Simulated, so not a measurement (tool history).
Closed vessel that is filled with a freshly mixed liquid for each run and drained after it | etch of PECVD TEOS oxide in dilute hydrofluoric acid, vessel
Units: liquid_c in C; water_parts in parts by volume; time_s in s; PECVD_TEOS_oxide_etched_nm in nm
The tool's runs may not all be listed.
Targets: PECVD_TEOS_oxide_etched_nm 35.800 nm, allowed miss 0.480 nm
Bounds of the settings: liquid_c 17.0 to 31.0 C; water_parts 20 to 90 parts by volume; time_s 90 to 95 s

run  hour  liquid_c  water_parts  time_s  PECVD_TEOS_oxide_etched_nm
  1   0.0      23.0           50      90                      22.447
  2   1.8      21.0           50      90                      20.597
  3   3.1      21.0           50      90                      20.431
  4   9.5      21.0           40      90                      26.071
  5  15.6      22.5           40      90                      27.566
  6  24.7      22.5           50      90                      21.832
  7  25.8      24.0           50      90                      23.211
  8  35.0      28.0           40      90                      34.602

Which of these 4 next moves meets every target?
  A  44.2      29.5           40      90                           ?
  B  44.2      27.5           40      95                           ?
  C  44.2      24.5           35      90                           ?
  D  44.2      28.0           40      95                           ?

move  PECVD_TEOS_oxide_etched_nm
   A                      36.747
   B                      35.800
   C                      34.523
   D                      36.529
A: takes the result that was furthest off past its target
B: meets every target
C: further off than the last run
D: takes the result that was furthest off past its target
The right move is B.
